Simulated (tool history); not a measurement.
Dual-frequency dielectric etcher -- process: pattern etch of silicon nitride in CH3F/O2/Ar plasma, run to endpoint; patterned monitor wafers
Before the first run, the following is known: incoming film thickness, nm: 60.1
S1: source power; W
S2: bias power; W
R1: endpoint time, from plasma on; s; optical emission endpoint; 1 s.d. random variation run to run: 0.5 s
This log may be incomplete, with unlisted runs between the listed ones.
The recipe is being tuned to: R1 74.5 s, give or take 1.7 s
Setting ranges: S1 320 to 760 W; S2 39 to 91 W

Run 1, hour 0: S1 540 W, S2 65 W. Result: R1 85.551 s.
Run 2, hour 3.6: S1 540 W, S2 76 W. Result: R1 81.91 s.
Run 3, hour 10.9: S1 580 W, S2 77 W. Result: R1 79.614 s.
Run 4, hour 19.5: S1 540 W, S2 77 W. Result: R1 81.585 s.
Run 5, hour 21.4: S1 540 W, S2 68 W. Result: R1 85.424 s.
Run 6, hour 24.3: S1 590 W, S2 70 W. Result: R1 81.015 s.
Run 7, hour 28.4: S1 620 W, S2 71 W. Result: R1 79.414 s.
Run 8, hour 35.8: S1 650 W, S2 72 W. Result: R1 77.882 s.
Run 9, hour 44.8: S1 670 W, S2 73 W. Result: R1 76.793 s.

Which of these 4 next moves meets every target?
Run A, hour 53.8: S1 640 W, S2 74 W. Result: R1 ?.
Run B, hour 53.8: S1 660 W, S2 82 W. Result: R1 ?.
Run C, hour 53.8: S1 550 W, S2 77 W. Result: R1 ?.
Run D, hour 53.8: S1 580 W, S2 66 W. Result: R1 ?.

move      R1
   A  76.893
   B  73.569
   C  80.356
   D  82.679
A: as far off as the last run
B: all results in spec
C: moves away from the targets compared with the last run
D: moves away from the targets compared with the last run
B is the move that brings every result within its allowed miss.
